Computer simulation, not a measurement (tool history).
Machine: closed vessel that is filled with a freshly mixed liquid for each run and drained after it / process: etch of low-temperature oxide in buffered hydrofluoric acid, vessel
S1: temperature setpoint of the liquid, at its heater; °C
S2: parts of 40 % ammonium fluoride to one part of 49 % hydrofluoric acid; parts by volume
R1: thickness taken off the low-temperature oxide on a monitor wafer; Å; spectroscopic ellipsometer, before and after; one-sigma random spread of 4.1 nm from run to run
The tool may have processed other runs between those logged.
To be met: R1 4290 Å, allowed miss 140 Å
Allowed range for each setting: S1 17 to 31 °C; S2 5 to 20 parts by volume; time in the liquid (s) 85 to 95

Run 1, hour 0: S1 23 °C, S2 12 parts by volume, time in the liquid (s) 85. Result: R1 3702 Å.
Run 2, hour 8.1: S1 23 °C, S2 9 parts by volume, time in the liquid (s) 85. Result: R1 4697.4 Å.
Run 3, hour 17: S1 20.5 °C, S2 9 parts by volume, time in the liquid (s) 85. Result: R1 4062.7 Å.
Run 4, hour 25.5: S1 20.5 °C, S2 9 parts by volume, time in the liquid (s) 95. Result: R1 4539.2 Å.
Run 5, hour 28.4: S1 20.5 °C, S2 9 parts by volume, time in the liquid (s) 85. Result: R1 4068 Å.
Run 6, hour 30.5: S1 17.5 °C, S2 9 parts by volume, time in the liquid (s) 85. Result: R1 3454.4 Å.
Run 7, hour 36: S1 18 °C, S2 9 parts by volume, time in the liquid (s) 85. Result: R1 3602.7 Å.
Run 8, hour 39.6: S1 18.5 °C, S2 9 parts by volume, time in the liquid (s) 85. Result: R1 3629.6 Å.
Run 9, hour 47.7: S1 19 °C, S2 9 parts by volume, time in the liquid (s) 85. Result: R1 3756.2 Å.
Run 10, hour 50.6: S1 19.5 °C, S2 9 parts by volume, time in the liquid (s) 85. Result: R1 3903.7 Å.
Run 11, hour 57.4: S1 20.5 °C, S2 9 parts by volume, time in the liquid (s) 85. Result: R1 4090.6 Å.

Of the 5 settings listed for the next run, only one would bring every result within its allowed miss of target. Which one?
Run A, hour 64.2: S1 17 °C, S2 8 parts by volume, time in the liquid (s) 85. Result: R1 ?.
Run B, hour 64.2: S1 19.5 °C, S2 10 parts by volume, time in the liquid (s) 95. Result: R1 ?.
Run C, hour 64.2: S1 20 °C, S2 9 parts by volume, time in the liquid (s) 85. Result: R1 ?.
Run D, hour 64.2: S1 20 °C, S2 9.5 parts by volume, time in the liquid (s) 85. Result: R1 ?.
Run E, hour 64.2: S1 18 °C, S2 7.5 parts by volume, time in the liquid (s) 85. Result: R1 ?.

move      R1
   A  3840.5
   B    4072
   C  4004.1
   D  3870.2
   E  4359.6
A: further off than the last run
B: further off than the last run
C: further off than the last run
D: further off than the last run
E: every result within its allowed miss
E is the move that brings every result within its allowed miss.
